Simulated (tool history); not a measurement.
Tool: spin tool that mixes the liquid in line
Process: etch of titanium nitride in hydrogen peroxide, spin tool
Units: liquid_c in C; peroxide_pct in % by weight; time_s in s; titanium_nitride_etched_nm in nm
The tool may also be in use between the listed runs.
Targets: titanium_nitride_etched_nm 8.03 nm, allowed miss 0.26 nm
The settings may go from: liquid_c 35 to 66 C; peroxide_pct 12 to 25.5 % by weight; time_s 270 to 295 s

Run 1, hour 0: liquid_c 51 C, peroxide_pct 17.5 % by weight, time_s 270 s. Result: titanium_nitride_etched_nm 18.267 nm.
Run 2, hour 8.2: liquid_c 45.5 C, peroxide_pct 17.5 % by weight, time_s 270 s. Result: titanium_nitride_etched_nm 12.28 nm.
Run 3, hour 14.1: liquid_c 43.5 C, peroxide_pct 17.5 % by weight, time_s 270 s. Result: titanium_nitride_etched_nm 10.514 nm.
Run 4, hour 15.7: liquid_c 43.5 C, peroxide_pct 17.5 % by weight, time_s 270 s. Result: titanium_nitride_etched_nm 10.524 nm.
Run 5, hour 16.7: liquid_c 43.5 C, peroxide_pct 17.5 % by weight, time_s 295 s. Result: titanium_nitride_etched_nm 11.766 nm.
Run 6, hour 19.9: liquid_c 41 C, peroxide_pct 17.5 % by weight, time_s 295 s. Result: titanium_nitride_etched_nm 9.5689 nm.
Run 7, hour 20.8: liquid_c 40.5 C, peroxide_pct 17.5 % by weight, time_s 295 s. Result: titanium_nitride_etched_nm 9.0689 nm.
Run 8, hour 27.8: liquid_c 40 C, peroxide_pct 17.5 % by weight, time_s 295 s. Result: titanium_nitride_etched_nm 8.8882 nm.
Run 9, hour 35.5: liquid_c 39.5 C, peroxide_pct 17.5 % by weight, time_s 295 s. Result: titanium_nitride_etched_nm 8.5071 nm.

5 next moves are on the table. One of them brings every result within its allowed miss. Which?
Run A, hour 43.2: liquid_c 39.5 C, peroxide_pct 20 % by weight, time_s 270 s. Result: titanium_nitride_etched_nm ?.
Run B, hour 43.2: liquid_c 38 C, peroxide_pct 16.5 % by weight, time_s 290 s. Result: titanium_nitride_etched_nm ?.
Run C, hour 43.2: liquid_c 39.5 C, peroxide_pct 20.5 % by weight, time_s 295 s. Result: titanium_nitride_etched_nm ?.
Run D, hour 43.2: liquid_c 38.5 C, peroxide_pct 17 % by weight, time_s 275 s. Result: titanium_nitride_etched_nm ?.
Run E, hour 43.2: liquid_c 39 C, peroxide_pct 15.5 % by weight, time_s 270 s. Result: titanium_nitride_etched_nm ?.

move  titanium_nitride_etched_nm
   A                      8.0193
   B                      7.3599
   C                      8.8084
   D                       7.302
   E                      7.3085
A: meets every target
B: takes the result that was furthest off past its target
C: further off than the last run
D: takes the result that was furthest off past its target
E: takes the result that was furthest off past its target
The right move is A.
